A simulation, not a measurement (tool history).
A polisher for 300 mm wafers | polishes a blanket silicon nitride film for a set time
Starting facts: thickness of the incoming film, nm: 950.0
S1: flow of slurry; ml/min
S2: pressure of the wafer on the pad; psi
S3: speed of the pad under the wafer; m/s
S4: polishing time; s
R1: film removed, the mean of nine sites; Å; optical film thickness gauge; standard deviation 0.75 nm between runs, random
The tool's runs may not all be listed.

run,hour,S1,S2,S3,S4,R1
1,0,200,2.4,1.14,48,731.04
2,4.4,220,2.4,1.14,48,729.05
3,12.7,220,2.4,0.9,48,621.83
4,16.9,220,2.6,0.9,48,657.99
5,25.9,220,2.1,0.9,48,569.59
6,34.4,220,2.5,0.92,48,645.56
7,37.7,220,2.8,0.92,48,699.59
8,40.6,220,3,0.94,48,749.87
9,43.2,220,3.2,0.96,48,790.21

What will run 10 give?
10,44.7,245,3.7,0.98,48,?

R1: 892.95 Å

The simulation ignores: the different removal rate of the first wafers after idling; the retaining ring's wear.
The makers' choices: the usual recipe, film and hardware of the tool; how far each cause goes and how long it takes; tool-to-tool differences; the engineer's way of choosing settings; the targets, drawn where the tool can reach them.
